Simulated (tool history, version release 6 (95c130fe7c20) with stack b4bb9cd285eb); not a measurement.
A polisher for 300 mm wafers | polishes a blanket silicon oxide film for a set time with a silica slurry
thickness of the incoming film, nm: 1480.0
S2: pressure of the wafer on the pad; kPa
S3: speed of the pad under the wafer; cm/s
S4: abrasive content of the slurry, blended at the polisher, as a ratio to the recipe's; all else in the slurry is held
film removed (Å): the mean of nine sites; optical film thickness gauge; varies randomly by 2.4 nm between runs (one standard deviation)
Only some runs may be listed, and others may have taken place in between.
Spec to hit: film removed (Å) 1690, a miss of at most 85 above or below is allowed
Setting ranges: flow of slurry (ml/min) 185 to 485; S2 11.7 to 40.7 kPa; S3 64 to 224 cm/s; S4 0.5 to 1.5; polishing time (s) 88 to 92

run 1 hour=0 | flow_of_slurry_(ml/min)=310 S2=26.2 S3=144 S4=1 polishing_time_(s)=88 | film_removed_(Å)=3605.6
run 2 hour=3.3 | flow_of_slurry_(ml/min)=310 S2=24.1 S3=138 S4=1 polishing_time_(s)=88 | film_removed_(Å)=3212.7
run 3 hour=7.5 | flow_of_slurry_(ml/min)=310 S2=22.1 S3=132 S4=1 polishing_time_(s)=88 | film_removed_(Å)=2887.8
run 4 hour=8.6 | flow_of_slurry_(ml/min)=310 S2=22.1 S3=146 S4=1 polishing_time_(s)=88 | film_removed_(Å)=3082.8
run 5 hour=12.7 | flow_of_slurry_(ml/min)=310 S2=22.1 S3=132 S4=1 polishing_time_(s)=88 | film_removed_(Å)=2849.6
run 6 hour=19.2 | flow_of_slurry_(ml/min)=310 S2=20.7 S3=128 S4=1 polishing_time_(s)=88 | film_removed_(Å)=2631.5
run 7 hour=27.9 | flow_of_slurry_(ml/min)=310 S2=19.3 S3=126 S4=1 polishing_time_(s)=88 | film_removed_(Å)=2390.3
run 8 hour=30.4 | flow_of_slurry_(ml/min)=310 S2=17.9 S3=126 S4=1 polishing_time_(s)=88 | film_removed_(Å)=2215.4
run 9 hour=34.7 | flow_of_slurry_(ml/min)=310 S2=17.9 S3=126 S4=1 polishing_time_(s)=88 | film_removed_(Å)=2230
run 10 hour=38.8 | flow_of_slurry_(ml/min)=310 S2=17.9 S3=126 S4=1 polishing_time_(s)=88 | film_removed_(Å)=2255.1
run 11 hour=39.4 | flow_of_slurry_(ml/min)=310 S2=17.2 S3=126 S4=1 polishing_time_(s)=88 | film_removed_(Å)=2125.9
run 12 hour=46.2 | flow_of_slurry_(ml/min)=310 S2=16.5 S3=126 S4=1 polishing_time_(s)=88 | film_removed_(Å)=2049.6
run 13 hour=48.1 | flow_of_slurry_(ml/min)=310 S2=16.5 S3=126 S4=1 polishing_time_(s)=88 | film_removed_(Å)=2057.3
run 14 hour=52 | flow_of_slurry_(ml/min)=310 S2=15.9 S3=126 S4=1 polishing_time_(s)=88 | film_removed_(Å)=2031.1
run 15 hour=54.6 | flow_of_slurry_(ml/min)=310 S2=11.7 S3=118 S4=1 polishing_time_(s)=88 | film_removed_(Å)=1405.5
run 16 hour=61.1 | flow_of_slurry_(ml/min)=310 S2=12.4 S3=118 S4=1 polishing_time_(s)=88 | film_removed_(Å)=1509

Exercise: of the 5 proposed moves below, exactly one satisfies all targets within the stated allowed misses. Which move is it?
run A hour=67.6 | flow_of_slurry_(ml/min)=300 S2=15.2 S3=124 S4=1 polishing_time_(s)=92 | film_removed_(Å)=?
run B hour=67.6 | flow_of_slurry_(ml/min)=210 S2=20 S3=98 S4=0.85 polishing_time_(s)=92 | film_removed_(Å)=?
run C hour=67.6 | flow_of_slurry_(ml/min)=320 S2=14.5 S3=136 S4=0.9 polishing_time_(s)=92 | film_removed_(Å)=?
run D hour=67.6 | flow_of_slurry_(ml/min)=300 S2=13.8 S3=118 S4=1 polishing_time_(s)=90 | film_removed_(Å)=?
run E hour=67.6 | flow_of_slurry_(ml/min)=300 S2=11.7 S3=102 S4=0.95 polishing_time_(s)=88 | film_removed_(Å)=?

move=A film_removed_(Å)=1953.7
move=B film_removed_(Å)=1893.4
move=C film_removed_(Å)=1931.1
move=D film_removed_(Å)=1678.4
move=E film_removed_(Å)=1225.8
A: the result that was furthest off in the last run now lies on the other side of its target
B: the result that was furthest off in the last run now lies on the other side of its target
C: the result that was furthest off in the last run now lies on the other side of its target
D: meets every target
E: moves away from the targets compared with the last run
So the answer is move D, the one that meets all the targets.

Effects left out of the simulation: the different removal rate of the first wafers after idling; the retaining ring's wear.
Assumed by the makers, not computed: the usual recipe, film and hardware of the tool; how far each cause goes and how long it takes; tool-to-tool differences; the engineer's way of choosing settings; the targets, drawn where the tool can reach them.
